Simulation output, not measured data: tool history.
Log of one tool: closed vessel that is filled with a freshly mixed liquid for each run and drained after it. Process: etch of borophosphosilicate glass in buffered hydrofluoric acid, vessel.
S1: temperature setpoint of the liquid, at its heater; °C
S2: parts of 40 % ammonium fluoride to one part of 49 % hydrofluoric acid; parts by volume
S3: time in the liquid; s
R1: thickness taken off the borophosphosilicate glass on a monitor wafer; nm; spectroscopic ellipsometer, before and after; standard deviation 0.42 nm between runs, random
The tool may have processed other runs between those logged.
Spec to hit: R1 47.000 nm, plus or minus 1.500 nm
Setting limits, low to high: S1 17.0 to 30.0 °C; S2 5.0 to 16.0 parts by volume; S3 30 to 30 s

| run | hour | S1 | S2 | S3 | R1 |
|---|---|---|---|---|---|
| 1 | 0.0 | 22.0 | 9.5 | 30 | 36.820 |
| 2 | 8.8 | 23.5 | 9.5 | 30 | 39.558 |
| 3 | 12.2 | 24.5 | 9.5 | 30 | 42.045 |
| 4 | 18.0 | 24.5 | 12.0 | 30 | 33.980 |
| 5 | 19.8 | 24.5 | 12.0 | 30 | 33.721 |
| 6 | 24.7 | 26.0 | 12.0 | 30 | 36.453 |
| 7 | 28.0 | 27.0 | 12.0 | 30 | 38.669 |
| 8 | 36.4 | 28.0 | 12.0 | 30 | 41.079 |
| 9 | 37.4 | 28.5 | 12.0 | 30 | 42.437 |
| 10 | 42.1 | 29.0 | 12.0 | 30 | 43.143 |
| 11 | 46.7 | 29.5 | 12.0 | 30 | 44.027 |

Of the 4 settings listed for the next run, only one would bring every result within its allowed miss of target. Which one?
| A | 51.3 | 30.0 | 11.5 | 30 | ? |
| B | 51.3 | 29.5 | 10.5 | 30 | ? |
| C | 51.3 | 27.5 | 9.0 | 30 | ? |
| D | 51.3 | 29.0 | 12.5 | 30 | ? |

| move | R1 |
|---|---|
| A | 48.004 |
| B | 51.128 |
| C | 51.637 |
| D | 41.984 |
A: every result lands within tolerance
B: carries the result that was furthest off beyond its target, to the other side
C: carries the result that was furthest off beyond its target, to the other side
D: misses by more than the last run did
Go with A: it meets all targets.

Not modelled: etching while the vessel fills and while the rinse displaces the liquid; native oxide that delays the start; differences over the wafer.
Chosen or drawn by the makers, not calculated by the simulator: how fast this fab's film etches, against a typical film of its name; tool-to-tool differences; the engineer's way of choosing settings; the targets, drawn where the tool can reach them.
